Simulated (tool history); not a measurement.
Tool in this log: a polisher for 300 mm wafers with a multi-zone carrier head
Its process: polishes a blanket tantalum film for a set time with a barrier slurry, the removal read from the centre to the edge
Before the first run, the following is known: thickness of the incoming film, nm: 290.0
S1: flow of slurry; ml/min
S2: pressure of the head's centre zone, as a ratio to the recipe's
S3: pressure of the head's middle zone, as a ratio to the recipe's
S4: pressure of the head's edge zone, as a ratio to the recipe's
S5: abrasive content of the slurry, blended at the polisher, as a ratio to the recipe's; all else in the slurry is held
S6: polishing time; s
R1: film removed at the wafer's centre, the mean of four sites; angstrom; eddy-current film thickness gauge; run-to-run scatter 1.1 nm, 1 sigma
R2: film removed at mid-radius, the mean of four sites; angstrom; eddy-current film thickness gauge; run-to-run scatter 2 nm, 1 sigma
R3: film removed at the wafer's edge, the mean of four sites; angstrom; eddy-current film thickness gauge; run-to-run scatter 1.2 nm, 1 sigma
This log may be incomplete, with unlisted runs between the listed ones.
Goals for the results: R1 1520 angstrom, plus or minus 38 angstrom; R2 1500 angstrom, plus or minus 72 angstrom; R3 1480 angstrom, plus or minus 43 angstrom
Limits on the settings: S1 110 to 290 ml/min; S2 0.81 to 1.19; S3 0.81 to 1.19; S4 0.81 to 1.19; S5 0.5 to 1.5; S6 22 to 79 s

run  hour   S1    S2    S3    S4    S5  S6      R1      R2      R3
  1     0  185     1     1     1     1  50  1220.4  1218.4  1152.2
  2     5  185  0.94     1     1     1  50  1151.2  1213.5  1172.2
  3   8.9  205  0.97  1.01  1.05  1.15  50  1261.5  1295.3  1251.4
  4  11.9  205  0.97  1.06  1.05  1.15  50  1267.1  1335.5  1260.5
  5    20  220  0.99  1.06  1.09  1.25  50  1322.4  1378.6  1280.4
  6  21.5  220  0.99  1.04  1.11  1.35  51  1366.9  1417.3  1351.6
     29.2  -- edge zone pressure recalibrated
  7  29.2  230     1  1.03  1.13   1.4  52  1429.7  1454.6  1447.3
  8  37.5  230     1  1.03  1.13   1.4  52  1459.1  1423.1  1478.6
  9  40.6  235  1.01  1.04  1.13   1.4  52  1454.9  1478.8  1472.1

Which single option among these 5 for the next run brings every result within its allowed miss of target? Just one does.
  A  43.7  235  1.04  1.05  1.14  1.45  52   ?   ?   ?
  B  43.7  225  0.92   1.1  1.13  1.15  59   ?   ?   ?
  C  43.7  230  0.94  1.11  1.14   1.3  56   ?   ?   ?
  D  43.7  220  1.01  1.14  1.06  1.35  55   ?   ?   ?
  E  43.7  285  0.91  1.14  1.11  1.35  56   ?   ?   ?

move      R1      R2      R3
   A  1499.6  1505.8  1473.4
   B  1413.2  1672.2  1568.1
   C  1418.5  1654.5  1542.9
   D  1501.3  1666.7  1484.9
   E  1425.3  1752.8  1572.6
A: meets every target
B: its largest miss is bigger than the last run's
C: its largest miss is bigger than the last run's
D: the worst result of the last run now meets its target, but another is out of spec
E: its largest miss is bigger than the last run's
The move that meets every target is A.
